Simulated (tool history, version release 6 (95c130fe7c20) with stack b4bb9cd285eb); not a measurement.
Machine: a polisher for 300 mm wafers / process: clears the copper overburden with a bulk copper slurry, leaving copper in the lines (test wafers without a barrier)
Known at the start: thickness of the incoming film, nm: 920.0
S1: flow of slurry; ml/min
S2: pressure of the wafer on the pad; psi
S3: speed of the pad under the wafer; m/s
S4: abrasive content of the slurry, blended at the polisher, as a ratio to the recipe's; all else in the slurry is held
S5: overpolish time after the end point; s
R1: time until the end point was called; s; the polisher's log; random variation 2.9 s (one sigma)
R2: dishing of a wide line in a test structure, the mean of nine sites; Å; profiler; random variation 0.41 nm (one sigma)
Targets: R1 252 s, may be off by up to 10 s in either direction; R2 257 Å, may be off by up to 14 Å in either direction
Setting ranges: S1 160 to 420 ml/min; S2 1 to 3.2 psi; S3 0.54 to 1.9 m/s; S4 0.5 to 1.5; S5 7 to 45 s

{"run": 1, "hour": 0.0, "S1": 270, "S2": 2.1, "S3": 1.22, "S4": 1, "S5": 23, "R1": 138.61, "R2": 326.24}
{"run": 2, "hour": 8.5, "S1": 270, "S2": 1.8, "S3": 1.2, "S4": 1, "S5": 18, "R1": 167.73, "R2": 312.4}
{"run": 3, "hour": 14.6, "S1": 230, "S2": 1.8, "S3": 1.2, "S4": 1, "S5": 18, "R1": 170.91, "R2": 298.4}
{"run": 4, "hour": 18.3, "S1": 215, "S2": 1.6, "S3": 1.2, "S4": 1, "S5": 16, "R1": 191.52, "R2": 271.53}
{"run": 5, "hour": 23.3, "S1": 250, "S2": 1.6, "S3": 1.2, "S4": 1, "S5": 16, "R1": 186.88, "R2": 276.39}
{"run": 6, "hour": 28.5, "S1": 255, "S2": 1.5, "S3": 1.18, "S4": 1, "S5": 19, "R1": 204.47, "R2": 282.58}
{"run": 7, "hour": 29.6, "S1": 250, "S2": 1.4, "S3": 1.18, "S4": 1, "S5": 19, "R1": 213.32, "R2": 286.91}
{"run": 8, "hour": 34.9, "S1": 250, "S2": 1.4, "S3": 1.18, "S4": 1, "S5": 19, "R1": 214.47, "R2": 268.84}
{"run": 9, "hour": 36.3, "S1": 250, "S2": 1, "S3": 1.16, "S4": 1, "S5": 17, "R1": 302.31, "R2": 225.89}
{"run": 10, "hour": 42.6, "S1": 250, "S2": 1, "S3": 1.16, "S4": 1, "S5": 17, "R1": 302.44, "R2": 222.38}
{"run": 11, "hour": 51.4, "S1": 250, "S2": 1.1, "S3": 1.16, "S4": 1, "S5": 18, "R1": 277.64, "R2": 248.87}

Exactly one of the 4 candidate moves below puts every result within its allowed miss. Which one?
{"run": "A", "hour": 60.2, "S1": 285, "S2": 1.3, "S3": 1.1, "S4": 0.8, "S5": 27, "R1": "?", "R2": "?"}
{"run": "B", "hour": 60.2, "S1": 255, "S2": 1, "S3": 1.24, "S4": 1, "S5": 22, "R1": "?", "R2": "?"}
{"run": "C", "hour": 60.2, "S1": 220, "S2": 1.1, "S3": 1.32, "S4": 1.1, "S5": 19, "R1": "?", "R2": "?"}
{"run": "D", "hour": 60.2, "S1": 250, "S2": 1.1, "S3": 1.56, "S4": 0.75, "S5": 18, "R1": "?", "R2": "?"}

move=A R1=247.38 R2=301.06
move=B R1=281.36 R2=265.53
move=C R1=245 R2=267.38
move=D R1=221.78 R2=271.68
A: brings the last run's worst result on target, with another outside its allowed miss
B: misses by more than the last run did
C: meets every target
D: pushes the last run's worst result past its target
Correct choice: C, which meets every target
